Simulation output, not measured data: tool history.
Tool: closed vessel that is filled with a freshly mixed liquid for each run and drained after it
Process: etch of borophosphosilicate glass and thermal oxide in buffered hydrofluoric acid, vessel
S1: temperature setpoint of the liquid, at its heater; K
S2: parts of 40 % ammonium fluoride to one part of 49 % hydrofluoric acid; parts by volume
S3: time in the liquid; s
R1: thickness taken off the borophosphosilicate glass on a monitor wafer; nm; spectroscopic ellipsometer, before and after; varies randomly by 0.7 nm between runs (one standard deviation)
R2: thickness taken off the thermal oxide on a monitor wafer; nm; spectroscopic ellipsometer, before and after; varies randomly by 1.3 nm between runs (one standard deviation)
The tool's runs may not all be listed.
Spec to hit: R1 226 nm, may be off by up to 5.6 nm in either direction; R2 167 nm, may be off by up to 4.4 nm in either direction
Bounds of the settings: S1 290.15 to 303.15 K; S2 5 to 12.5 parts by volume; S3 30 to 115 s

run 1 hour=0 | S1=295.15 S2=7.5 S3=60 | R1=117.37 R2=86.356
run 2 hour=7 | S1=295.15 S2=6.5 S3=60 | R1=134 R2=99.26
run 3 hour=10.6 | S1=294.15 S2=6.5 S3=60 | R1=127.12 R2=94.372
run 4 hour=12.6 | S1=297.65 S2=6.5 S3=60 | R1=154.37 R2=113.48
run 5 hour=19.8 | S1=297.65 S2=5 S3=60 | R1=193.09 R2=143.31
run 6 hour=25.7 | S1=298.15 S2=5 S3=60 | R1=198.7 R2=146.79
run 7 hour=32.7 | S1=298.65 S2=5 S3=60 | R1=203.8 R2=150.41
run 8 hour=37.2 | S1=301.15 S2=5 S3=60 | R1=232.61 R2=173.94

Of the 4 settings listed for the next run, only one would bring every result within its allowed miss of target. Which one?
run A hour=41.7 | S1=297.65 S2=5 S3=70 | R1=? R2=?
run B hour=41.7 | S1=295.15 S2=5 S3=75 | R1=? R2=?
run C hour=41.7 | S1=299.15 S2=5 S3=60 | R1=? R2=?
run D hour=41.7 | S1=290.15 S2=5 S3=100 | R1=? R2=?

move=A R1=226.76 R2=166.75
move=B R1=212.44 R2=155.85
move=C R1=210.46 R2=154.96
move=D R1=215.25 R2=157.04
A: each result inside its tolerance
B: carries the result that was furthest off beyond its target, to the other side
C: carries the result that was furthest off beyond its target, to the other side
D: carries the result that was furthest off beyond its target, to the other side
Answer: A
